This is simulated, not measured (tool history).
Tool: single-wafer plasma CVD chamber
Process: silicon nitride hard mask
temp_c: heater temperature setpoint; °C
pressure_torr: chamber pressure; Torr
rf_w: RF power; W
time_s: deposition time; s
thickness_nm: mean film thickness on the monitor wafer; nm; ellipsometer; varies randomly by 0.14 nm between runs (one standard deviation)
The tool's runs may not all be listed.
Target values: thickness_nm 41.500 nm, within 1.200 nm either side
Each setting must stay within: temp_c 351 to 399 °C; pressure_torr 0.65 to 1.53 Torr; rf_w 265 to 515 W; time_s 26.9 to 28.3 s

| run | hour | temp_c | pressure_torr | rf_w | time_s | thickness_nm |
|---|---|---|---|---|---|---|
| 1 | 0.0 | 375 | 1.09 | 390 | 28.3 | 35.470 |
| 2 | 6.6 | 375 | 1.12 | 395 | 28.3 | 36.050 |
| 3 | 14.4 | 375 | 1.15 | 400 | 28.3 | 36.870 |
| 4 | 20.7 | 375 | 1.17 | 400 | 28.3 | 37.110 |
| 5 | 22.6 | 375 | 1.17 | 400 | 26.9 | 35.261 |
| 6 | 29.5 | 375 | 1.19 | 405 | 27.0 | 36.023 |
| 7 | 33.1 | 375 | 1.21 | 410 | 27.0 | 36.239 |
| 8 | 36.5 | 375 | 1.23 | 415 | 27.1 | 36.787 |
| 9 | 39.9 | 375 | 1.24 | 420 | 27.2 | 37.387 |

Which one of the following 5 next-run settings gets every result inside its allowed miss? There is exactly one.
| A | 43.3 | 375 | 1.31 | 445 | 28.3 | ? |
| B | 43.3 | 375 | 1.19 | 415 | 28.3 | ? |
| C | 43.3 | 373 | 1.24 | 410 | 28.3 | ? |
| D | 43.3 | 379 | 1.21 | 430 | 28.1 | ? |
| E | 43.3 | 372 | 1.14 | 445 | 27.3 | ? |

| move | thickness_nm |
|---|---|
| A | 41.138 |
| B | 38.247 |
| C | 38.437 |
| D | 38.988 |
| E | 38.133 |
A: each result inside its tolerance
B: gains on the last run, yet a result remains outside its allowed miss
C: gains on the last run, yet a result remains outside its allowed miss
D: gains on the last run, yet a result remains outside its allowed miss
E: gains on the last run, yet a result remains outside its allowed miss
Answer: A

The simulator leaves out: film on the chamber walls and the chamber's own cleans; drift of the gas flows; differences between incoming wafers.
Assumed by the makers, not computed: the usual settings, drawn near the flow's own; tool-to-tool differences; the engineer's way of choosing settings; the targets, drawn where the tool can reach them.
